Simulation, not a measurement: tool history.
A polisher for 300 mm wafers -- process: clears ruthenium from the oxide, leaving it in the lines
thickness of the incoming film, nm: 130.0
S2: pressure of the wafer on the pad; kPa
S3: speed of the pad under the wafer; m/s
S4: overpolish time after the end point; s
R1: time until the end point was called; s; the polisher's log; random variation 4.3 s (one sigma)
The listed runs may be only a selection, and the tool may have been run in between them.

Run 1, hour 0: flow of slurry (ml/min) 310, S2 11.7 kPa, S3 1.04 m/s, S4 26 s. Result: R1 146.54 s.
Run 2, hour 5: flow of slurry (ml/min) 275, S2 11.7 kPa, S3 1.04 m/s, S4 26 s. Result: R1 147.54 s.
Run 3, hour 8.2: flow of slurry (ml/min) 275, S2 10.3 kPa, S3 1.02 m/s, S4 26 s. Result: R1 164.86 s.
Run 4, hour 13.4: flow of slurry (ml/min) 275, S2 10.3 kPa, S3 1.02 m/s, S4 28 s. Result: R1 167.28 s.
Run 5, hour 20.7: flow of slurry (ml/min) 275, S2 13.1 kPa, S3 1.02 m/s, S4 28 s. Result: R1 131.39 s.
Run 6, hour 29: flow of slurry (ml/min) 275, S2 11 kPa, S3 0.98 m/s, S4 28 s. Result: R1 161.19 s.
Run 7, hour 32.5: flow of slurry (ml/min) 275, S2 9.7 kPa, S3 0.96 m/s, S4 28 s. Result: R1 191.69 s.

For run 8, what comes out?
Run 8, hour 39.1: flow of slurry (ml/min) 275, S2 9.7 kPa, S3 0.96 m/s, S4 28 s. Result: R1 ?.

R1: 186.98 s

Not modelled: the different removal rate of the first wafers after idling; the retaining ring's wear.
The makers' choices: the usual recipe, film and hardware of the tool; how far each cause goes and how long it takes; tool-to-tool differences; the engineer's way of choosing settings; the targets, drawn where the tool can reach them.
